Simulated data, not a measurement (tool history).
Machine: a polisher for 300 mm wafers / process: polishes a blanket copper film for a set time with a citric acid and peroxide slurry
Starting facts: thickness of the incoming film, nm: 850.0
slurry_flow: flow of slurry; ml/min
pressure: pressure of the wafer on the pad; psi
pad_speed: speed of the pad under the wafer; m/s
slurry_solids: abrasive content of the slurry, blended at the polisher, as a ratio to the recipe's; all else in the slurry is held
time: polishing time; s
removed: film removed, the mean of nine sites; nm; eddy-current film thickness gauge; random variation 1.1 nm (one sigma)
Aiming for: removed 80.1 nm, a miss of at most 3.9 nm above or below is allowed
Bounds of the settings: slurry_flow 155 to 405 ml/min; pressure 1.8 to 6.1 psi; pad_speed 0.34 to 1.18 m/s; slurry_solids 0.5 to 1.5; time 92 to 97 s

run 1 day=0 | slurry_flow=260 pressure=3.9 pad_speed=0.76 slurry_solids=1 time=92 | removed=170.94
run 2 day=0.275 | slurry_flow=260 pressure=3.1 pad_speed=0.76 slurry_solids=1 time=92 | removed=133.47
run 3 day=0.617 | slurry_flow=260 pressure=3.1 pad_speed=0.68 slurry_solids=1 time=92 | removed=122.57
run 4 day=0.729 | slurry_flow=260 pressure=2.9 pad_speed=0.68 slurry_solids=1 time=92 | removed=116.95
run 5 day=1.012 | slurry_flow=315 pressure=2.9 pad_speed=0.68 slurry_solids=1 time=92 | removed=120.6
run 6 day=1.158 | slurry_flow=315 pressure=2.8 pad_speed=0.68 slurry_solids=1 time=92 | removed=112.93
run 7 day=1.233 | slurry_flow=315 pressure=2.7 pad_speed=0.68 slurry_solids=1 time=92 | removed=108.2
run 8 day=1.433 | slurry_flow=315 pressure=2.6 pad_speed=0.68 slurry_solids=1 time=92 | removed=104.34
run 9 day=1.792 | slurry_flow=315 pressure=2.5 pad_speed=0.68 slurry_solids=1 time=92 | removed=100.55
run 10 day=1.825 | slurry_flow=315 pressure=2.4 pad_speed=0.68 slurry_solids=1 time=92 | removed=100.21
run 11 day=1.896 | slurry_flow=315 pressure=2.3 pad_speed=0.68 slurry_solids=1 time=92 | removed=96.313
run 12 day=2.233 | slurry_flow=315 pressure=1.8 pad_speed=0.64 slurry_solids=1 time=92 | removed=72.119

Exactly one of the 5 candidate moves below puts every result within its allowed miss. Which one?
run A day=2.571 | slurry_flow=260 pressure=2.1 pad_speed=0.54 slurry_solids=0.85 time=97 | removed=?
run B day=2.571 | slurry_flow=395 pressure=1.9 pad_speed=0.6 slurry_solids=0.8 time=92 | removed=?
run C day=2.571 | slurry_flow=355 pressure=1.8 pad_speed=0.56 slurry_solids=0.95 time=92 | removed=?
run D day=2.571 | slurry_flow=325 pressure=1.8 pad_speed=0.72 slurry_solids=1.05 time=92 | removed=?
run E day=2.571 | slurry_flow=265 pressure=1.8 pad_speed=0.72 slurry_solids=0.6 time=93 | removed=?

move=A removed=73.704
move=B removed=70.554
move=C removed=64.961
move=D removed=80.106
move=E removed=72.959
A: moves toward the targets from the last run without getting all of them in spec
B: moves away from the targets compared with the last run
C: moves away from the targets compared with the last run
D: meets every target
E: moves toward the targets from the last run without getting all of them in spec
Answer: D
